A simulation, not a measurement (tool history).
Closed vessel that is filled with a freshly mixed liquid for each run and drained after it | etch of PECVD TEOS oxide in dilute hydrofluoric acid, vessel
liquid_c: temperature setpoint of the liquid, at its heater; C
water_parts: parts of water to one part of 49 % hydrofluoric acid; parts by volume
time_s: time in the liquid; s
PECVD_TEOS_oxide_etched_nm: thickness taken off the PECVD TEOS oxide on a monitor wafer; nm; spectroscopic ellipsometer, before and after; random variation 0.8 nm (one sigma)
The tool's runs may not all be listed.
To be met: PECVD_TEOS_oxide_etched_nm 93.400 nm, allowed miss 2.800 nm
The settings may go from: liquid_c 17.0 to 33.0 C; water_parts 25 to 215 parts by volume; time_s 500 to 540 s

run 1 hour=0.0 | liquid_c=25.0 water_parts=120 time_s=500 | PECVD_TEOS_oxide_etched_nm=57.944
run 2 hour=2.1 | liquid_c=26.5 water_parts=115 time_s=500 | PECVD_TEOS_oxide_etched_nm=64.340
run 3 hour=3.7 | liquid_c=26.5 water_parts=130 time_s=500 | PECVD_TEOS_oxide_etched_nm=55.465
run 4 hour=11.3 | liquid_c=26.5 water_parts=130 time_s=540 | PECVD_TEOS_oxide_etched_nm=61.143
run 5 hour=18.9 | liquid_c=26.5 water_parts=175 time_s=540 | PECVD_TEOS_oxide_etched_nm=42.692
run 6 hour=24.2 | liquid_c=25.5 water_parts=175 time_s=540 | PECVD_TEOS_oxide_etched_nm=41.288
run 7 hour=27.0 | liquid_c=29.5 water_parts=125 time_s=540 | PECVD_TEOS_oxide_etched_nm=72.042
run 8 hour=28.6 | liquid_c=30.0 water_parts=120 time_s=540 | PECVD_TEOS_oxide_etched_nm=75.314
run 9 hour=34.0 | liquid_c=30.5 water_parts=115 time_s=540 | PECVD_TEOS_oxide_etched_nm=81.483
run 10 hour=38.2 | liquid_c=31.0 water_parts=115 time_s=540 | PECVD_TEOS_oxide_etched_nm=82.950
run 11 hour=44.0 | liquid_c=31.5 water_parts=115 time_s=540 | PECVD_TEOS_oxide_etched_nm=84.580

Which of these 4 next moves meets every target?
run A hour=49.8 | liquid_c=26.5 water_parts=90 time_s=510 | PECVD_TEOS_oxide_etched_nm=?
run B hour=49.8 | liquid_c=33.0 water_parts=110 time_s=515 | PECVD_TEOS_oxide_etched_nm=?
run C hour=49.8 | liquid_c=31.5 water_parts=110 time_s=540 | PECVD_TEOS_oxide_etched_nm=?
run D hour=49.8 | liquid_c=33.0 water_parts=110 time_s=535 | PECVD_TEOS_oxide_etched_nm=?

move=A PECVD_TEOS_oxide_etched_nm=86.383
move=B PECVD_TEOS_oxide_etched_nm=89.113
move=C PECVD_TEOS_oxide_etched_nm=88.383
move=D PECVD_TEOS_oxide_etched_nm=92.574
A: nearer than the last run, and not there yet
B: nearer than the last run, and not there yet
C: nearer than the last run, and not there yet
D: meets every target
The right move is D.

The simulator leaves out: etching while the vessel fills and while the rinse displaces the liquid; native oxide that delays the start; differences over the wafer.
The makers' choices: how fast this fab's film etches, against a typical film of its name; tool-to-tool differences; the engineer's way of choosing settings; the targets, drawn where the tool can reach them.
